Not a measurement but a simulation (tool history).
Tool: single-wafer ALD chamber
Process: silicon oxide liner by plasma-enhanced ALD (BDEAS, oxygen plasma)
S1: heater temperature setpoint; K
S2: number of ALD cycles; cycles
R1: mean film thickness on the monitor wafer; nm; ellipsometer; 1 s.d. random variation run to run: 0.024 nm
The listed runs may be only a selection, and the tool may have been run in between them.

run 1 hour=0 | S1=588.15 S2=62 | R1=5.8291
run 2 hour=4.8 | S1=588.15 S2=58 | R1=5.4129
run 3 hour=6.5 | S1=589.15 S2=55 | R1=5.1731
run 4 hour=7.4 | S1=589.15 S2=52 | R1=4.8452
run 5 hour=9.9 | S1=596.15 S2=52 | R1=4.7458
run 6 hour=15.5 | S1=596.15 S2=45 | R1=4.1113
run 7 hour=19.1 | S1=594.15 S2=45 | R1=4.1312
run 8 hour=20.5 | S1=592.15 S2=46 | R1=4.2626

For run 9, what comes out?
run 9 hour=22.4 | S1=591.15 S2=46 | R1=?

Run 9 came out at R1 4.2765 nm.

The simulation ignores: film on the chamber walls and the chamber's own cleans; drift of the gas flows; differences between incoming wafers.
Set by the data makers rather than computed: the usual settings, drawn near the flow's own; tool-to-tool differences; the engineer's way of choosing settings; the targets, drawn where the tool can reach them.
